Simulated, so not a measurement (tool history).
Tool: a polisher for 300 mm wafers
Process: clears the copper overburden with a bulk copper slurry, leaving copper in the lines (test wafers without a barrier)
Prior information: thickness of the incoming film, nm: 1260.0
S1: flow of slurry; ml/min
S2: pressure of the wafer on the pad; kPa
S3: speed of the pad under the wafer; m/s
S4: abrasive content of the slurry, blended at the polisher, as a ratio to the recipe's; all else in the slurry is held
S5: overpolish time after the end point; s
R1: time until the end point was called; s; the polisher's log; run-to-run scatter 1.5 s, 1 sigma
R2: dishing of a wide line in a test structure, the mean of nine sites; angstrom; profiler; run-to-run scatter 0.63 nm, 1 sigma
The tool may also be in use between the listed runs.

| run | day | S1 | S2 | S3 | S4 | S5 | R1 | R2 |
|---|---|---|---|---|---|---|---|---|
| 1 | 0 | 255 | 20 | 1.2 | 1 | 11 | 126.85 | 423.85 |
| 2 | 0.062 | 255 | 20 | 1.04 | 1 | 11 | 141.65 | 404.49 |
| 3 | 0.2 | 255 | 20 | 1.04 | 1 | 16 | 140.26 | 448.24 |
| 4 | 0.404 | 255 | 15.9 | 1.04 | 1 | 16 | 168.22 | 413.32 |
| 5 | 0.579 | 255 | 15.9 | 0.9 | 1 | 16 | 190.91 | 396.53 |
| 6 | 0.683 | 255 | 20 | 0.92 | 1 | 15 | 150.39 | 435.99 |

Estimate the outcome of run 7 from the log above:
| 7 | 0.85 | 255 | 22.1 | 0.94 | 1 | 14 | ? | ? |

For run 7 the tool returned R1 137.34 s, R2 453.26 angstrom.
